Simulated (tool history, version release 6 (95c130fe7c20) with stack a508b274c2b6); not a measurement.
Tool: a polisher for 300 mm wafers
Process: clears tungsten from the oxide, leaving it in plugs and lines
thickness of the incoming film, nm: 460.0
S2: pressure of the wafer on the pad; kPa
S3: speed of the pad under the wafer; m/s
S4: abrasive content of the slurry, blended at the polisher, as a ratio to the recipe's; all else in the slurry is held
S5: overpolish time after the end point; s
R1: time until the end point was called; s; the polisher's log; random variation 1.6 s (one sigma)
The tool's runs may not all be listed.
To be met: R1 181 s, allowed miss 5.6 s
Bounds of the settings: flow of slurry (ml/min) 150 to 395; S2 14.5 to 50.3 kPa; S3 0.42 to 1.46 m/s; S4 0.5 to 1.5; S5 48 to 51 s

Run 1, hour 0: flow of slurry (ml/min) 250, S2 32.4 kPa, S3 0.94 m/s, S4 1, S5 48 s. Result: R1 86.45 s.
Run 2, hour 0.6: flow of slurry (ml/min) 195, S2 32.4 kPa, S3 0.94 m/s, S4 1, S5 48 s. Result: R1 88.72 s.
Run 3, hour 3.9: flow of slurry (ml/min) 195, S2 37.2 kPa, S3 0.94 m/s, S4 1, S5 48 s. Result: R1 75.556 s.
Run 4, hour 11: flow of slurry (ml/min) 195, S2 30.3 kPa, S3 0.94 m/s, S4 1, S5 48 s. Result: R1 94.221 s.
Run 5, hour 13.2: flow of slurry (ml/min) 250, S2 30.3 kPa, S3 0.94 m/s, S4 1, S5 48 s. Result: R1 91.694 s.
Run 6, hour 19.5: flow of slurry (ml/min) 245, S2 26.2 kPa, S3 0.9 m/s, S4 1, S5 48 s. Result: R1 109.76 s.
Run 7, hour 23.2: flow of slurry (ml/min) 245, S2 22.8 kPa, S3 0.86 m/s, S4 1, S5 48 s. Result: R1 127.67 s.
Run 8, hour 29.6: flow of slurry (ml/min) 245, S2 20.7 kPa, S3 0.84 m/s, S4 1, S5 48 s. Result: R1 140.07 s.
Run 9, hour 33.5: flow of slurry (ml/min) 240, S2 18.6 kPa, S3 0.82 m/s, S4 1, S5 48 s. Result: R1 162.18 s.
Run 10, hour 34.1: flow of slurry (ml/min) 225, S2 17.9 kPa, S3 0.82 m/s, S4 1, S5 48 s. Result: R1 165.87 s.
Run 11, hour 41.5: flow of slurry (ml/min) 210, S2 17.9 kPa, S3 0.82 m/s, S4 1, S5 48 s. Result: R1 168.75 s.
Run 12, hour 49.1: flow of slurry (ml/min) 200, S2 17.9 kPa, S3 0.82 m/s, S4 1, S5 48 s. Result: R1 169.46 s.
Run 13, hour 54.8: flow of slurry (ml/min) 190, S2 17.9 kPa, S3 0.82 m/s, S4 1, S5 48 s. Result: R1 172.75 s.
Run 14, hour 61.3: flow of slurry (ml/min) 185, S2 17.9 kPa, S3 0.82 m/s, S4 1, S5 48 s. Result: R1 170.07 s.

4 next moves are on the table. One of them brings every result within its allowed miss. Which?
Run A, hour 67.8: flow of slurry (ml/min) 180, S2 23.4 kPa, S3 0.62 m/s, S4 0.7, S5 51 s. Result: R1 ?.
Run B, hour 67.8: flow of slurry (ml/min) 185, S2 15.9 kPa, S3 0.92 m/s, S4 0.9, S5 48 s. Result: R1 ?.
Run C, hour 67.8: flow of slurry (ml/min) 170, S2 20 kPa, S3 0.8 m/s, S4 1.05, S5 51 s. Result: R1 ?.
Run D, hour 67.8: flow of slurry (ml/min) 190, S2 20 kPa, S3 0.76 m/s, S4 1.35, S5 48 s. Result: R1 ?.

move      R1
   A  167.84
   B  177.81
   C  153.58
   D  148.37
A: further off than the last run
B: meets every target
C: further off than the last run
D: further off than the last run
Move B is the one to make.
